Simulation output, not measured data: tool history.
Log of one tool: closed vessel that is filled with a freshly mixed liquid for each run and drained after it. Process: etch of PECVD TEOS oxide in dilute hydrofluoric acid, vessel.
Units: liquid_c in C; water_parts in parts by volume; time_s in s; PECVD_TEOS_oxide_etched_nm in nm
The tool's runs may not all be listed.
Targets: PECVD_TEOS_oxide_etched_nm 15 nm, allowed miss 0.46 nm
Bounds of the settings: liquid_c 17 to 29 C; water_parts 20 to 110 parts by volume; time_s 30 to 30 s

run,day,liquid_c,water_parts,time_s,PECVD_TEOS_oxide_etched_nm
1,0,21,60,30,10.014
2,0.25,21,60,30,10.177
3,0.342,21,60,30,10.097
4,0.508,22,60,30,10.617
5,0.796,22.5,60,30,10.708
6,1.183,23,60,30,10.937
# day 1.229: thermometer replaced
7,1.229,23.5,60,30,10.418
8,1.488,24,50,30,12.883
9,1.638,24.5,50,30,13.018
10,1.792,25,50,30,13.18
11,2.112,25.5,50,30,13.737
12,2.496,26,50,30,13.938

5 next moves are on the table. One of them brings every result within its allowed miss. Which?
A,2.879,27,45,30,?
B,2.879,21.5,45,30,?
C,2.879,28.5,55,30,?
D,2.879,25.5,50,30,?
E,2.879,27.5,50,30,?

move,PECVD_TEOS_oxide_etched_nm
A,16.246
B,12.949
C,13.909
D,13.663
E,14.811
A: takes the result that was furthest off past its target
B: further off than the last run
C: as far off as the last run
D: further off than the last run
E: meets every target
Answer: E
